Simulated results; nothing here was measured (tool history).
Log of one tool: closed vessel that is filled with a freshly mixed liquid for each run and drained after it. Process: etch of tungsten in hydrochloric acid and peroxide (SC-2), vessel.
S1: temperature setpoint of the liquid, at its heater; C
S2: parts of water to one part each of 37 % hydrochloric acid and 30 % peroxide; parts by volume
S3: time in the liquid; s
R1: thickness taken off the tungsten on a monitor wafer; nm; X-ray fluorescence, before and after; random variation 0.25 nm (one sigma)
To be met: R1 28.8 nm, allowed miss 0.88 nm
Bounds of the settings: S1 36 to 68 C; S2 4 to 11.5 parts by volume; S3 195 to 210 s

run 1 hour=0 | S1=52 S2=6.5 S3=195 | R1=36.017
run 2 hour=2.1 | S1=51 S2=6.5 S3=195 | R1=34.263
run 3 hour=3.2 | S1=51 S2=6.5 S3=210 | R1=36.295
run 4 hour=4.3 | S1=51 S2=5.5 S3=210 | R1=41.635
run 5 hour=6.3 | S1=51 S2=5.5 S3=210 | R1=42.251
run 6 hour=10.2 | S1=49.5 S2=5.5 S3=210 | R1=37.658
run 7 hour=14 | S1=48.5 S2=5.5 S3=210 | R1=34.663
run 8 hour=14.9 | S1=47.5 S2=5.5 S3=210 | R1=32.464
run 9 hour=18.9 | S1=47 S2=5.5 S3=210 | R1=31.694

Which of these 5 next moves meets every target?
run A hour=22.9 | S1=46.5 S2=5.5 S3=200 | R1=?
run B hour=22.9 | S1=47.5 S2=6 S3=210 | R1=?
run C hour=22.9 | S1=45.5 S2=4 S3=210 | R1=?
run D hour=22.9 | S1=54.5 S2=9.5 S3=210 | R1=?
run E hour=22.9 | S1=46.5 S2=6.5 S3=210 | R1=?

move=A R1=29.222
move=B R1=30.774
move=C R1=35.884
move=D R1=33.976
move=E R1=27.051
A: meets every target
B: nearer than the last run, and not there yet
C: further off than the last run
D: further off than the last run
E: takes the result that was furthest off past its target
The right move is A.

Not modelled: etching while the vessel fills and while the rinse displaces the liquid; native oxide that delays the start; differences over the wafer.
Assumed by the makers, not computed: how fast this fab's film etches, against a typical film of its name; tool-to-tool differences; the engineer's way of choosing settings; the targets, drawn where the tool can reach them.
